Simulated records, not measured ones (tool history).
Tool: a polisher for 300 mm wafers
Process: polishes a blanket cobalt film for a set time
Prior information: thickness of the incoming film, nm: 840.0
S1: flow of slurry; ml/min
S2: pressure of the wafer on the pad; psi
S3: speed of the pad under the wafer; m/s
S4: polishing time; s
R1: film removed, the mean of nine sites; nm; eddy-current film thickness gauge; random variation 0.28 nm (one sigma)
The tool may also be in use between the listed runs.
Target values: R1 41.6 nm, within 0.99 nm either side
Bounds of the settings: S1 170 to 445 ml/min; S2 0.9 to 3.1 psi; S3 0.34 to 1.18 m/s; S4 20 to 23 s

| run | hour | S1 | S2 | S3 | S4 | R1 |
|---|---|---|---|---|---|---|
| 1 | 0 | 285 | 2 | 0.76 | 23 | 68.751 |
| 2 | 2.6 | 280 | 1.8 | 0.76 | 23 | 64.35 |
| 3 | 4.2 | 280 | 2.1 | 0.76 | 23 | 72.352 |
| 4 | 13 | 280 | 2.1 | 0.76 | 20 | 62.311 |
| 5 | 15.1 | 275 | 1.9 | 0.76 | 20 | 57.99 |
| 6 | 19.1 | 275 | 1.6 | 0.76 | 20 | 51.94 |
| 7 | 23.7 | 270 | 1.5 | 0.76 | 20 | 50.701 |
|  | 24.3 | worn pad replaced by a new one |
| 8 | 24.3 | 270 | 1 | 0.76 | 20 | 43.481 |
| 9 | 32.6 | 270 | 1 | 0.76 | 20 | 43.06 |
| 10 | 37.5 | 265 | 1 | 0.76 | 20 | 43.293 |

Exactly one of the 5 candidate moves below puts every result within its allowed miss. Which one?
| A | 42.4 | 265 | 0.9 | 0.68 | 22 | ? |
| B | 42.4 | 275 | 0.9 | 0.72 | 20 | ? |
| C | 42.4 | 300 | 0.9 | 0.66 | 21 | ? |
| D | 42.4 | 235 | 1.1 | 0.72 | 21 | ? |
| E | 42.4 | 265 | 0.9 | 0.9 | 20 | ? |

| move | R1 |
|---|---|
| A | 42.076 |
| B | 39.939 |
| C | 39.732 |
| D | 45.808 |
| E | 46.868 |
A: all results land within tolerance of their targets
B: takes the biggest miss from the last run beyond its target
C: takes the biggest miss from the last run beyond its target
D: moves away from the targets compared with the last run
E: moves away from the targets compared with the last run
A meets every target.
